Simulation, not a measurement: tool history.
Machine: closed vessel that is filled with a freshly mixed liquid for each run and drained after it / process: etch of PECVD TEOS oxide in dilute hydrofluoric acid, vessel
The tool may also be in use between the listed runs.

| run | hour | temperature setpoint of the liquid (C) | parts of water to one part of 49 % hydrofluoric acid (parts by volume) | time in the liquid (s) | thickness taken off the PECVD TEOS oxide on a monitor wafer (angstrom) |
|---|---|---|---|---|---|
| 1 | 0 | 25 | 110 | 95 | 196.86 |
| 2 | 5.4 | 26.5 | 100 | 95 | 231.22 |
| 3 | 13.4 | 27.5 | 95 | 95 | 255.84 |
| 4 | 20.7 | 28.5 | 90 | 95 | 282.99 |
| 5 | 29.5 | 29.5 | 85 | 95 | 313.79 |
| 6 | 34.5 | 29.5 | 60 | 95 | 465.54 |
| 7 | 35.1 | 29 | 60 | 95 | 458.26 |

For run 8, what comes out?
| 8 | 37.6 | 28.5 | 60 | 95 | ? |

thickness taken off the PECVD TEOS oxide on a monitor wafer (angstrom): 452.22
